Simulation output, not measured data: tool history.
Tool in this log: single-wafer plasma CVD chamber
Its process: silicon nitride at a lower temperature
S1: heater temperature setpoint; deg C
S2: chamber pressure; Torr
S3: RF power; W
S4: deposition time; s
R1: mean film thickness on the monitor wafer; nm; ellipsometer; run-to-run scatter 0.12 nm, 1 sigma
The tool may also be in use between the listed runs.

Run 1, day 0: S1 345 deg C, S2 1.9 Torr, S3 225 W, S4 26.4 s. Result: R1 27.187 nm.
Run 2, day 0.338: S1 345 deg C, S2 2.09 Torr, S3 225 W, S4 26.4 s. Result: R1 28.123 nm.
Run 3, day 0.533: S1 345 deg C, S2 2.25 Torr, S3 225 W, S4 26.4 s. Result: R1 28.812 nm.
Run 4, day 0.671: S1 345 deg C, S2 2.12 Torr, S3 215 W, S4 26.3 s. Result: R1 27.178 nm.
Run 5, day 1.029: S1 345 deg C, S2 2 Torr, S3 210 W, S4 26.2 s. Result: R1 25.958 nm.
Run 6, day 1.071: S1 350 deg C, S2 2 Torr, S3 210 W, S4 26.2 s. Result: R1 25.744 nm.

The next listed run, before its measurement:
Run 7, day 1.279: S1 350 deg C, S2 1.62 Torr, S3 175 W, S4 25.8 s. Result: R1 ?.

Logged for run 7: R1 20.174 nm.

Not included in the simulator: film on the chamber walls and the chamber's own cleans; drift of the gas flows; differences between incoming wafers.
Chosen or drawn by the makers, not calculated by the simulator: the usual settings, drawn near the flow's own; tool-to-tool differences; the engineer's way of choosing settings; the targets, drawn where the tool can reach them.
